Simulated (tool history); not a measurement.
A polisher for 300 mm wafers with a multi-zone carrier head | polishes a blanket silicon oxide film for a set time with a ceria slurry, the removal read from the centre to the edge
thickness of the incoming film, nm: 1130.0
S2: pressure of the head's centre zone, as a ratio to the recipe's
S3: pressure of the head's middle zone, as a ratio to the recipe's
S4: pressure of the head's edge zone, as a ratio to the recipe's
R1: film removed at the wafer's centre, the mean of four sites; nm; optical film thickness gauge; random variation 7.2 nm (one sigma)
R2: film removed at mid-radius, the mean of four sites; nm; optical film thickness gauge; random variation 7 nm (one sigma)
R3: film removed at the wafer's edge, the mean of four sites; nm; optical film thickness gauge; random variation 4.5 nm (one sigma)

{"run": 1, "hour": 0.0, "flow of slurry (ml/min)": 240, "S2": 1.0, "S3": 1.0, "S4": 1.0, "polishing time (s)": 60, "R1": 325.88, "R2": 326.36, "R3": 322.29}
{"run": 2, "hour": 8.8, "flow of slurry (ml/min)": 245, "S2": 1.01, "S3": 1.0, "S4": 1.04, "polishing time (s)": 66, "R1": 364.45, "R2": 364.86, "R3": 363.14}
{"run": 3, "hour": 17.3, "flow of slurry (ml/min)": 280, "S2": 1.01, "S3": 1.0, "S4": 1.04, "polishing time (s)": 66, "R1": 370.22, "R2": 363.72, "R3": 371.5}
{"run": 4, "hour": 22.9, "flow of slurry (ml/min)": 290, "S2": 1.02, "S3": 1.01, "S4": 1.07, "polishing time (s)": 70, "R1": 406.75, "R2": 399.47, "R3": 394.56}
{"run": 5, "hour": 25.1, "flow of slurry (ml/min)": 290, "S2": 1.01, "S3": 0.99, "S4": 1.08, "polishing time (s)": 74, "R1": 417.26, "R2": 407.92, "R3": 430.98}
{"run": 6, "hour": 26.9, "flow of slurry (ml/min)": 290, "S2": 1.08, "S3": 0.99, "S4": 1.08, "polishing time (s)": 74, "R1": 453.61, "R2": 401.45, "R3": 420.99}
{"run": 7, "hour": 35.4, "flow of slurry (ml/min)": 295, "S2": 1.07, "S3": 0.99, "S4": 1.1, "polishing time (s)": 76, "R1": 470.89, "R2": 416.2, "R3": 435.72}

Run 8 comes next. What will it give?
{"run": 8, "hour": 42.0, "flow of slurry (ml/min)": 300, "S2": 1.05, "S3": 0.99, "S4": 1.11, "polishing time (s)": 78, "R1": "?", "R2": "?", "R3": "?"}

Run 8 gave R1 461.61 nm, R2 430.20 nm, R3 454.15 nm.

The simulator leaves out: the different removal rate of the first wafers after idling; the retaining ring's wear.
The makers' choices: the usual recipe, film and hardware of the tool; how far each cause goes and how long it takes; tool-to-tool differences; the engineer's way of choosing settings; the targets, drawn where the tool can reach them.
